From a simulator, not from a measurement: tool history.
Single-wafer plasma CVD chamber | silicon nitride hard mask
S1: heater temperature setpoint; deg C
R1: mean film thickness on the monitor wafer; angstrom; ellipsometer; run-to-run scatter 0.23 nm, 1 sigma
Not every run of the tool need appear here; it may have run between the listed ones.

Run 1, day 0: S1 380 deg C, chamber pressure (Pa) 189, RF power (kW) 0.275, deposition time (s) 76.6. Result: R1 799.9 angstrom.
Run 2, day 0.283: S1 380 deg C, chamber pressure (Pa) 199, RF power (kW) 0.28, deposition time (s) 76.7. Result: R1 820.52 angstrom.
Run 3, day 0.342: S1 380 deg C, chamber pressure (Pa) 199, RF power (kW) 0.28, deposition time (s) 76.6. Result: R1 823.78 angstrom.
Run 4, day 0.608: S1 380 deg C, chamber pressure (Pa) 207, RF power (kW) 0.285, deposition time (s) 76.7. Result: R1 846.46 angstrom.
Run 5, day 0.812: S1 380 deg C, chamber pressure (Pa) 213, RF power (kW) 0.29, deposition time (s) 76.8. Result: R1 864.97 angstrom.
Run 6, day 0.996: S1 380 deg C, chamber pressure (Pa) 232, RF power (kW) 0.29, deposition time (s) 76.8. Result: R1 889.36 angstrom.
Run 7, day 1.142: S1 380 deg C, chamber pressure (Pa) 236, RF power (kW) 0.295, deposition time (s) 76.9. Result: R1 905.4 angstrom.
Run 8, day 1.296: S1 380 deg C, chamber pressure (Pa) 239, RF power (kW) 0.3, deposition time (s) 76.9. Result: R1 920.75 angstrom.

Run 9 comes next. What will it give?
Run 9, day 1.525: S1 380 deg C, chamber pressure (Pa) 241, RF power (kW) 0.3, deposition time (s) 76.9. Result: R1 ?.

R1: 921.97 angstrom
